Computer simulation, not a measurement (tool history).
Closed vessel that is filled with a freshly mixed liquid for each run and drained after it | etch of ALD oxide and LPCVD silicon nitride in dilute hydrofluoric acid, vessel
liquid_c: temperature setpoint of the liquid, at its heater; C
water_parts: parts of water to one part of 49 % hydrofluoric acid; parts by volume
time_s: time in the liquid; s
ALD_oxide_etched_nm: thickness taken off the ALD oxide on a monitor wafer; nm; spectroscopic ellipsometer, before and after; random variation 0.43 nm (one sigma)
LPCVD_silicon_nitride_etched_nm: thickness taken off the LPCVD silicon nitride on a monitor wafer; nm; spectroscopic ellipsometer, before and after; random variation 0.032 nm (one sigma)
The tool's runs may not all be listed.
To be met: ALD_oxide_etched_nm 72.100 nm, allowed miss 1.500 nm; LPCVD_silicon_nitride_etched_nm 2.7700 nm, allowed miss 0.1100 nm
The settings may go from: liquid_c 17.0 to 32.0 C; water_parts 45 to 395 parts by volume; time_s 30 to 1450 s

run,hour,liquid_c,water_parts,time_s,ALD_oxide_etched_nm,LPCVD_silicon_nitride_etched_nm
1,0.0,24.0,220,740,42.617,2.0306
2,6.0,24.0,145,740,69.754,2.9973
3,12.8,24.0,110,740,96.100,3.9077
4,20.7,23.5,115,745,89.796,3.7173
5,29.1,22.5,115,745,86.118,3.4516
6,37.3,22.0,115,745,84.903,3.3699
7,39.9,22.0,115,745,84.122,3.3478
8,41.6,21.5,115,745,82.834,3.2676
9,43.4,21.0,115,745,81.547,3.0373
10,48.5,21.0,120,745,78.360,2.9535

Which of these 4 next moves meets every target?
A,53.6,26.5,160,750,?,?
B,53.6,26.5,120,590,?,?
C,53.6,19.0,155,1015,?,?
D,53.6,17.0,80,655,?,?

move,ALD_oxide_etched_nm,LPCVD_silicon_nitride_etched_nm
A,68.512,3.1777
B,75.479,3.3317
C,72.088,2.7243
D,89.695,2.9096
A: takes the result that was furthest off past its target
B: further off than the last run
C: meets every target
D: further off than the last run
The right move is C.
